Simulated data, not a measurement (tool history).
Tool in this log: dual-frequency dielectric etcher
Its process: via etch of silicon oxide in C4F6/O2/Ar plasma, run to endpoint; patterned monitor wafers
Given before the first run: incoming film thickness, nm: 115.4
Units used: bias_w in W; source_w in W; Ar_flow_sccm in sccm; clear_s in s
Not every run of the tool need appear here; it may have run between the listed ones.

run	hour	bias_w	source_w	Ar_flow_sccm	clear_s
1	0	496	320	390	28.207
2	2.6	455	300	398	30.225
3	5.7	455	300	355	29.688
4	9.9	424	290	360	30.541
5	13.1	424	310	360	29.922
6	14.3	398	290	368	31.341

Predict the results of run 7:
7	21.1	378	280	374	?

clear_s: 33.369 s
